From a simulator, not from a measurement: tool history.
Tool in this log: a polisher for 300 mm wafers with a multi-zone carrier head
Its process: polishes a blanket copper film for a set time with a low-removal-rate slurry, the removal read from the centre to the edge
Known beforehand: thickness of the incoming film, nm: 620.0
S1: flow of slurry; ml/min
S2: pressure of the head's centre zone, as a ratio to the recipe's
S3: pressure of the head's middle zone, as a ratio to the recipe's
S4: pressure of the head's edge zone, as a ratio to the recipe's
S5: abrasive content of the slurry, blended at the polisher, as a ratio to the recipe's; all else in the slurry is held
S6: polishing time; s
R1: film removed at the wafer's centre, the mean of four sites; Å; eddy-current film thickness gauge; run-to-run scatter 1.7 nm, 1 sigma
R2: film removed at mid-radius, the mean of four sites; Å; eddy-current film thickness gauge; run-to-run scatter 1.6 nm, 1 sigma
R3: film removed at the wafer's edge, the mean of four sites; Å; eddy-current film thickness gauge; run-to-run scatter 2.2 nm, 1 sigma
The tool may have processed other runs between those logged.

Run 1, day 0: S1 170 ml/min, S2 1, S3 1, S4 1, S5 1, S6 65 s. Result: R1 2219 Å, R2 2248.9 Å, R3 2353.4 Å.
Run 2, day 0.225: S1 160 ml/min, S2 0.96, S3 0.97, S4 1, S5 0.9, S6 64 s. Result: R1 2040.8 Å, R2 2069.9 Å, R3 2216.2 Å.
Run 3, day 0.558: S1 160 ml/min, S2 0.96, S3 1.04, S4 1, S5 0.9, S6 64 s. Result: R1 2017.9 Å, R2 2203.9 Å, R3 2185.3 Å.
Run 4, day 0.829: S1 150 ml/min, S2 0.93, S3 1.01, S4 1.02, S5 0.85, S6 63 s. Result: R1 1880.9 Å, R2 2019.4 Å, R3 2123.1 Å.
Run 5, day 1.067: S1 150 ml/min, S2 0.93, S3 1.01, S4 0.94, S5 0.85, S6 63 s. Result: R1 1882.3 Å, R2 2067.4 Å, R3 2042.7 Å.
Run 6, day 1.142: S1 150 ml/min, S2 0.93, S3 1.01, S4 0.97, S5 0.85, S6 63 s. Result: R1 1874.3 Å, R2 2040.7 Å, R3 2089.4 Å.

For run 7, what comes out?
Run 7, day 1.475: S1 140 ml/min, S2 0.9, S3 0.99, S4 0.98, S5 0.8, S6 62 s. Result: R1 ?, R2 ?, R3 ?.

{"run 7": {"R1": 1777.8, "R2": 1935.6, "R3": 2004.9}}
